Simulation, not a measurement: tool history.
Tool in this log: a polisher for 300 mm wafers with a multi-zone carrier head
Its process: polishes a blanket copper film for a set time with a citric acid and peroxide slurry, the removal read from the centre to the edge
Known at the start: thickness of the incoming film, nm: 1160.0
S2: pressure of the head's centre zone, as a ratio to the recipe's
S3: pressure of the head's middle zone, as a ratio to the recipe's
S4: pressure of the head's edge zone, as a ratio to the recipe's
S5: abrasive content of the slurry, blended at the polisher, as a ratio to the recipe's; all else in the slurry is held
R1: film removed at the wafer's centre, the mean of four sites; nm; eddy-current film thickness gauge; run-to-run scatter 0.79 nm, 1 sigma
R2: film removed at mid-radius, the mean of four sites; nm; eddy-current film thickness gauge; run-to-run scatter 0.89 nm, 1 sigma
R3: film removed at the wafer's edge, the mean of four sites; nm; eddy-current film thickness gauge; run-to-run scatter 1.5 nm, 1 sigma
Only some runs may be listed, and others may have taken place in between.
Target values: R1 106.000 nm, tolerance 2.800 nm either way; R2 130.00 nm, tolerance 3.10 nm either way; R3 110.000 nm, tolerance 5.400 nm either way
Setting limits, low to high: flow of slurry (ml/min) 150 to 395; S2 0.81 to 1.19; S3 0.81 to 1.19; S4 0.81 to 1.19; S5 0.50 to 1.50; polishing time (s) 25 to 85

{"run": 1, "hour": 0.0, "flow of slurry (ml/min)": 250, "S2": 1.0, "S3": 1.0, "S4": 1.0, "S5": 1.0, "polishing time (s)": 55, "R1": 196.89, "R2": 196.57, "R3": 187.07}
{"run": 2, "hour": 0.9, "flow of slurry (ml/min)": 250, "S2": 1.0, "S3": 1.08, "S4": 1.0, "S5": 1.0, "polishing time (s)": 55, "R1": 195.91, "R2": 208.31, "R3": 195.44}
{"run": 3, "hour": 7.9, "flow of slurry (ml/min)": 245, "S2": 0.96, "S3": 1.06, "S4": 0.95, "S5": 0.85, "polishing time (s)": 51, "R1": 165.59, "R2": 178.38, "R3": 164.64}
{"run": 4, "hour": 13.4, "flow of slurry (ml/min)": 245, "S2": 0.96, "S3": 1.0, "S4": 0.95, "S5": 0.85, "polishing time (s)": 51, "R1": 167.83, "R2": 174.93, "R3": 171.14}
{"run": 5, "hour": 18.7, "flow of slurry (ml/min)": 245, "S2": 0.96, "S3": 1.0, "S4": 0.95, "S5": 0.85, "polishing time (s)": 59, "R1": 191.69, "R2": 201.8, "R3": 192.23}
{"run": 6, "hour": 19.3, "flow of slurry (ml/min)": 245, "S2": 0.96, "S3": 0.93, "S4": 0.95, "S5": 0.85, "polishing time (s)": 59, "R1": 191.27, "R2": 191.63, "R3": 194.95}
{"run": 7, "hour": 21.3, "flow of slurry (ml/min)": 215, "S2": 0.86, "S3": 1.03, "S4": 0.85, "S5": 0.6, "polishing time (s)": 44, "R1": 114.55, "R2": 138.58, "R3": 121.56}
{"run": 8, "hour": 26.3, "flow of slurry (ml/min)": 210, "S2": 0.86, "S3": 1.03, "S4": 0.84, "S5": 0.55, "polishing time (s)": 44, "R1": 113.89, "R2": 133.74, "R3": 120.13}
{"run": 9, "hour": 28.6, "flow of slurry (ml/min)": 215, "S2": 0.85, "S3": 1.1, "S4": 0.81, "S5": 0.5, "polishing time (s)": 40, "R1": 98.835, "R2": 124.97, "R3": 103.66}
{"run": 10, "hour": 33.8, "flow of slurry (ml/min)": 230, "S2": 0.86, "S3": 1.1, "S4": 0.82, "S5": 0.5, "polishing time (s)": 40, "R1": 101.18, "R2": 126.02, "R3": 107.79}
{"run": 11, "hour": 42.7, "flow of slurry (ml/min)": 265, "S2": 0.9, "S3": 1.13, "S4": 0.82, "S5": 0.5, "polishing time (s)": 39, "R1": 106.29, "R2": 125.75, "R3": 105.05}
{"run": 12, "hour": 49.9, "flow of slurry (ml/min)": 265, "S2": 0.9, "S3": 1.14, "S4": 0.83, "S5": 0.5, "polishing time (s)": 39, "R1": 104.35, "R2": 128.69, "R3": 102.07}

Below are 5 possible settings for the next run. Only one of them brings all results inside the allowed miss of their targets. Which is it?
{"run": "A", "hour": 57.1, "flow of slurry (ml/min)": 220, "S2": 0.97, "S3": 1.18, "S4": 0.81, "S5": 0.5, "polishing time (s)": 38, "R1": "?", "R2": "?", "R3": "?"}
{"run": "B", "hour": 57.1, "flow of slurry (ml/min)": 265, "S2": 0.9, "S3": 1.17, "S4": 0.81, "S5": 0.5, "polishing time (s)": 37, "R1": "?", "R2": "?", "R3": "?"}
{"run": "C", "hour": 57.1, "flow of slurry (ml/min)": 300, "S2": 0.86, "S3": 1.07, "S4": 0.82, "S5": 0.5, "polishing time (s)": 41, "R1": "?", "R2": "?", "R3": "?"}
{"run": "D", "hour": 57.1, "flow of slurry (ml/min)": 165, "S2": 0.84, "S3": 0.94, "S4": 0.88, "S5": 0.65, "polishing time (s)": 43, "R1": "?", "R2": "?", "R3": "?"}
{"run": "E", "hour": 57.1, "flow of slurry (ml/min)": 270, "S2": 0.9, "S3": 1.19, "S4": 0.81, "S5": 0.5, "polishing time (s)": 40, "R1": "?", "R2": "?", "R3": "?"}

move=A R1=107.630 R2=123.84 R3=97.729
move=B R1=99.760 R2=122.80 R3=96.884
move=C R1=107.100 R2=129.82 R3=109.160
move=D R1=106.970 R2=123.22 R3=119.080
move=E R1=108.110 R2=134.60 R3=104.890
A: the biggest miss grows against the last run
B: the biggest miss grows against the last run
C: in spec on every target
D: takes the biggest miss from the last run beyond its target
E: brings the last run's worst result on target, with another outside its allowed miss
C meets every target.
